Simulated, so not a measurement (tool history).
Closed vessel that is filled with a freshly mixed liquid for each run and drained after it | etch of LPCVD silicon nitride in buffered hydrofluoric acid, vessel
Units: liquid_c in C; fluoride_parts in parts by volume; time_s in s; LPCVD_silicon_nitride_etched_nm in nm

| run | hour | liquid_c | fluoride_parts | time_s | LPCVD_silicon_nitride_etched_nm |
|---|---|---|---|---|---|
| 1 | 0 | 25 | 22 | 1255 | 9.9755 |
| 2 | 2.9 | 24.5 | 22 | 1255 | 9.6831 |
| 3 | 8.6 | 24.5 | 22 | 1350 | 10.349 |
| 4 | 14.7 | 23 | 22 | 1350 | 9.6126 |
| 5 | 19.3 | 22.5 | 22 | 1350 | 9.2217 |
| 6 | 28.6 | 22 | 22 | 1350 | 9.0601 |
| 7 | 37.9 | 21.5 | 22 | 1350 | 8.8857 |

The next listed run, before its measurement:
| 8 | 43.2 | 21 | 22 | 1350 | ? |

LPCVD_silicon_nitride_etched_nm: 8.5737 nm

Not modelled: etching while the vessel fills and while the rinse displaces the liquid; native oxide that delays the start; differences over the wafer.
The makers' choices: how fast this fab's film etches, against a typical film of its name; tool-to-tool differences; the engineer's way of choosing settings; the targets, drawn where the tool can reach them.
